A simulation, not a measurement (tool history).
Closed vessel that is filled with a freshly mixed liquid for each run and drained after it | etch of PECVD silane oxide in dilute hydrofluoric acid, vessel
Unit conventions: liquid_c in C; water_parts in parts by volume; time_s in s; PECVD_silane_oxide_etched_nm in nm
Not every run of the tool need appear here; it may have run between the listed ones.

{"run": 1, "hour": 0.0, "liquid_c": 25.0, "water_parts": 230, "time_s": 270, "PECVD_silane_oxide_etched_nm": 39.179}
{"run": 2, "hour": 3.1, "liquid_c": 25.0, "water_parts": 230, "time_s": 270, "PECVD_silane_oxide_etched_nm": 39.32}
{"run": 3, "hour": 11.7, "liquid_c": 26.5, "water_parts": 225, "time_s": 270, "PECVD_silane_oxide_etched_nm": 42.727}
{"run": 4, "hour": 15.4, "liquid_c": 28.0, "water_parts": 225, "time_s": 270, "PECVD_silane_oxide_etched_nm": 44.878}
{"run": 5, "hour": 17.1, "liquid_c": 29.0, "water_parts": 225, "time_s": 270, "PECVD_silane_oxide_etched_nm": 46.8}
{"run": 6, "hour": 19.3, "liquid_c": 30.0, "water_parts": 225, "time_s": 270, "PECVD_silane_oxide_etched_nm": 48.029}
{"run": 7, "hour": 27.7, "liquid_c": 30.5, "water_parts": 225, "time_s": 270, "PECVD_silane_oxide_etched_nm": 49.041}
{"run": 8, "hour": 35.9, "liquid_c": 30.5, "water_parts": 225, "time_s": 270, "PECVD_silane_oxide_etched_nm": 49.118}

What does the tool deliver on the next run?
{"run": 9, "hour": 44.8, "liquid_c": 31.0, "water_parts": 225, "time_s": 270, "PECVD_silane_oxide_etched_nm": "?"}

PECVD_silane_oxide_etched_nm: 49.706 nm

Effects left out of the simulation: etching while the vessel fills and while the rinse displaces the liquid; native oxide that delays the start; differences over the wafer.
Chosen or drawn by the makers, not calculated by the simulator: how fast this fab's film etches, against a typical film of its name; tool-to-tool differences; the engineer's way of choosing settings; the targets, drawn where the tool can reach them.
